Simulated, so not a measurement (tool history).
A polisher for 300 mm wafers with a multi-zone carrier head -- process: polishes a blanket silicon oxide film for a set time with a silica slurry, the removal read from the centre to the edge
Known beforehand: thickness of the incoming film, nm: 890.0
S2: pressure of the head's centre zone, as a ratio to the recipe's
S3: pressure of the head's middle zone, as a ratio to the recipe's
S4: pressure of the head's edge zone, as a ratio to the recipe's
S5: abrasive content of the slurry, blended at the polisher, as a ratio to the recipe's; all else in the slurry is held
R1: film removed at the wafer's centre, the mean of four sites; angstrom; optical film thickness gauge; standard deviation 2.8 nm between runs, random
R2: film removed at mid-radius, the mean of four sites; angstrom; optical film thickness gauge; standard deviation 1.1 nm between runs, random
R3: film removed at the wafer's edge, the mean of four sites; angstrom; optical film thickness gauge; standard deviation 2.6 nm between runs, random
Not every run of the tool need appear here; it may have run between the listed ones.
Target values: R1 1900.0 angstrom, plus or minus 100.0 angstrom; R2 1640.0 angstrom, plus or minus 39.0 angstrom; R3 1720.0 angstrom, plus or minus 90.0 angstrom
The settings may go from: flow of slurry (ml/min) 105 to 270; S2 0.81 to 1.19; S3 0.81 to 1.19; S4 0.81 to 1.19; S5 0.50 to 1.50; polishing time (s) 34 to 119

Run 1, hour 0.0: flow of slurry (ml/min) 175, S2 1.00, S3 1.00, S4 1.00, S5 1.00, polishing time (s) 76. Result: R1 3462.3 angstrom, R2 3506.7 angstrom, R3 3569.6 angstrom.
Run 2, hour 4.8: flow of slurry (ml/min) 175, S2 1.00, S3 1.00, S4 1.00, S5 1.00, polishing time (s) 64. Result: R1 2889.5 angstrom, R2 2935.2 angstrom, R3 2893.3 angstrom.
Run 3, hour 10.1: flow of slurry (ml/min) 165, S2 1.01, S3 0.95, S4 0.97, S5 0.85, polishing time (s) 60. Result: R1 2675.1 angstrom, R2 2463.1 angstrom, R3 2549.1 angstrom.
Run 4, hour 17.3: flow of slurry (ml/min) 160, S2 0.99, S3 0.93, S4 0.94, S5 0.75, polishing time (s) 56. Result: R1 2276.7 angstrom, R2 2152.1 angstrom, R3 2208.8 angstrom.
Run 5, hour 22.0: flow of slurry (ml/min) 155, S2 0.99, S3 0.90, S4 0.91, S5 0.70, polishing time (s) 55. Result: R1 2160.8 angstrom, R2 2000.6 angstrom, R3 2138.7 angstrom.
Run 6, hour 26.5: flow of slurry (ml/min) 155, S2 1.00, S3 0.90, S4 0.89, S5 0.65, polishing time (s) 53. Result: R1 2104.1 angstrom, R2 1886.1 angstrom, R3 2029.2 angstrom.
Run 7, hour 34.8: flow of slurry (ml/min) 155, S2 1.01, S3 0.91, S4 0.87, S5 0.60, polishing time (s) 51. Result: R1 1916.4 angstrom, R2 1782.0 angstrom, R3 1888.0 angstrom.
Run 8, hour 40.3: flow of slurry (ml/min) 155, S2 1.01, S3 0.91, S4 0.87, S5 0.60, polishing time (s) 51. Result: R1 1925.1 angstrom, R2 1774.6 angstrom, R3 1844.1 angstrom.
Run 9, hour 48.6: flow of slurry (ml/min) 150, S2 1.03, S3 0.90, S4 0.85, S5 0.60, polishing time (s) 51. Result: R1 1926.5 angstrom, R2 1750.6 angstrom, R3 1790.9 angstrom.
Run 10, hour 51.1: flow of slurry (ml/min) 140, S2 1.04, S3 0.89, S4 0.85, S5 0.60, polishing time (s) 51. Result: R1 1964.6 angstrom, R2 1694.4 angstrom, R3 1788.8 angstrom.

Exactly one of the 5 candidate moves below puts every result within its allowed miss. Which one?
Run A, hour 53.6: flow of slurry (ml/min) 140, S2 1.08, S3 0.92, S4 0.89, S5 0.65, polishing time (s) 47. Result: R1 ?, R2 ?, R3 ?.
Run B, hour 53.6: flow of slurry (ml/min) 145, S2 1.12, S3 1.04, S4 0.81, S5 0.85, polishing time (s) 41. Result: R1 ?, R2 ?, R3 ?.
Run C, hour 53.6: flow of slurry (ml/min) 150, S2 1.04, S3 0.93, S4 0.88, S5 0.60, polishing time (s) 49. Result: R1 ?, R2 ?, R3 ?.
Run D, hour 53.6: flow of slurry (ml/min) 160, S2 1.02, S3 0.89, S4 0.96, S5 0.55, polishing time (s) 52. Result: R1 ?, R2 ?, R3 ?.
Run E, hour 53.6: flow of slurry (ml/min) 160, S2 1.06, S3 0.90, S4 0.81, S5 0.60, polishing time (s) 51. Result: R1 ?, R2 ?, R3 ?.

move      R1      R2      R3
   A  1943.3  1656.2  1702.7
   B  1943.2  1766.4  1564.6
   C  1933.0  1723.3  1738.4
   D  1983.9  1736.4  1885.4
   E  2081.7  1768.9  1761.4
A: in spec on every target
B: misses by more than the last run did
C: misses by more than the last run did
D: misses by more than the last run did
E: misses by more than the last run did
The right move is A.

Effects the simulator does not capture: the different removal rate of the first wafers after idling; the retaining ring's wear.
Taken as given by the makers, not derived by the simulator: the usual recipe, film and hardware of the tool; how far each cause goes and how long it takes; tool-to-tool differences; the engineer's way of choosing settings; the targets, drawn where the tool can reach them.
